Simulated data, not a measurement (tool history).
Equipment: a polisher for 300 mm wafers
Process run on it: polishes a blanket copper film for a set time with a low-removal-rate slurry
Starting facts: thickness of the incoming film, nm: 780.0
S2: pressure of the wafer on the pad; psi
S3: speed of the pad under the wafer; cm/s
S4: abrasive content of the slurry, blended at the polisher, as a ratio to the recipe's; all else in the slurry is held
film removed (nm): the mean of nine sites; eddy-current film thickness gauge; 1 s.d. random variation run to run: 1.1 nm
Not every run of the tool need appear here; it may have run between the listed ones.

Run 1, day 0: flow of slurry (ml/min) 165, S2 3 psi, S3 94 cm/s, S4 1, polishing time (s) 56. Result: film removed (nm) 194.67.
Run 2, day 0.238: flow of slurry (ml/min) 160, S2 2.5 psi, S3 94 cm/s, S4 1, polishing time (s) 56. Result: film removed (nm) 165.69.
Run 3, day 0.308: flow of slurry (ml/min) 160, S2 2.5 psi, S3 116 cm/s, S4 1, polishing time (s) 56. Result: film removed (nm) 195.3.
Run 4, day 0.558: flow of slurry (ml/min) 160, S2 2.5 psi, S3 116 cm/s, S4 1.15, polishing time (s) 56. Result: film removed (nm) 195.95.
Run 5, day 0.888: flow of slurry (ml/min) 180, S2 2.5 psi, S3 116 cm/s, S4 1.15, polishing time (s) 56. Result: film removed (nm) 198.28.
Run 6, day 1.233: flow of slurry (ml/min) 180, S2 1.9 psi, S3 116 cm/s, S4 1.15, polishing time (s) 56. Result: film removed (nm) 156.87.
Run 7, day 1.6: flow of slurry (ml/min) 180, S2 1.7 psi, S3 112 cm/s, S4 1.15, polishing time (s) 56. Result: film removed (nm) 141.51.
Run 8, day 1.896: flow of slurry (ml/min) 155, S2 1.4 psi, S3 102 cm/s, S4 1.15, polishing time (s) 56. Result: film removed (nm) 108.5.

Run 9, settings as shown, results not yet in. Your forecast:
Run 9, day 2.004: flow of slurry (ml/min) 155, S2 1.4 psi, S3 102 cm/s, S4 1.15, polishing time (s) 56. Result: film removed (nm) ?.

film removed (nm): 110.2
